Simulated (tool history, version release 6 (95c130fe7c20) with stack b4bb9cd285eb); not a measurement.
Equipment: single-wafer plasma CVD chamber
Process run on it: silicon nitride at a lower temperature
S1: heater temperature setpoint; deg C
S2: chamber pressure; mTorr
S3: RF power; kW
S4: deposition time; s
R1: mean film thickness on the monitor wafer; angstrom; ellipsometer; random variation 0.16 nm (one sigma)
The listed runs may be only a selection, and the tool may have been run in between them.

run  hour   S1    S2     S3    S4      R1
  1   0.0  340  1960  0.265  28.4  332.51
  2   1.7  331  1960  0.265  28.4  333.19
  3   5.5  331  2050  0.275  28.4  347.70
  4   7.4  331  2130  0.280  28.4  359.97
  5  11.4  331  2210  0.285  28.4  366.90
  6  18.0  331  2270  0.290  28.4  375.09
  7  22.7  331  2320  0.295  28.4  383.69

Expected results for the next run?
  8  31.2  331  2360  0.295  28.4   ?

{"run 8": {"R1": 385.73}}
